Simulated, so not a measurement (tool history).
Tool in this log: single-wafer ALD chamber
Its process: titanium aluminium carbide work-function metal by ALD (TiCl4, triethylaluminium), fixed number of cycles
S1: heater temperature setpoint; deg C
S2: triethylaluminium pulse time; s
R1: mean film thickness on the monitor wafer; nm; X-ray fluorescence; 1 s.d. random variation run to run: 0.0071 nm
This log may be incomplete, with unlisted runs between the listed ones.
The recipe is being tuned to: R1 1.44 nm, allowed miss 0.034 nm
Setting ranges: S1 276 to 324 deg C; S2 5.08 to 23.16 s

run,hour,S1,S2,R1
1,0,300,14.12,1.9016
2,5,300,10.37,1.621
3,10.7,300,14.22,1.8768
4,12,296,12.87,1.7865
5,19.7,295,11.46,1.697
6,20.3,295,13.89,1.8338
7,25.7,293,12.37,1.7428
8,27.8,292,11.1,1.6403
9,36.6,290,10.47,1.5693
# hour 39.5: triethylaluminium bottle replaced
10,39.5,288,10.26,1.7973
11,40.9,293,10,1.8262
12,47.8,289,12.99,1.8872
13,56.1,295,12.15,1.9254
14,63.8,291,10.54,1.8269
15,68.3,298,9.3,1.7988
16,73,298,9.3,1.8071
17,74.3,286,5.08,0.33124
18,78.7,295,5.09,0.35373
19,79.3,299,6.24,1.101
20,86.2,300,6.24,1.1006
21,91.1,300,6.24,1.1114
22,95.7,301,6.24,1.107
23,101,302,6.24,1.1031
24,104.8,304,6.24,1.1234
25,106.1,306,6.24,1.1267
26,113.5,308,6.25,1.1386

Below are 5 possible settings for the next run. Only one of them brings all results inside the allowed miss of their targets. Which is it?
A,120.9,310,6.66,?
B,120.9,306,7.26,?
C,120.9,305,7.24,?
D,120.9,311,6.75,?
E,120.9,310,6.93,?

move,R1
A,1.3265
B,1.5044
C,1.4926
D,1.3666
E,1.4255
A: an improvement on the last run, though not all results are within tolerance
B: moves the result that the last run missed by most past its target, out the other side
C: moves the result that the last run missed by most past its target, out the other side
D: an improvement on the last run, though not all results are within tolerance
E: every result within its allowed miss
Correct choice: E, which meets every target
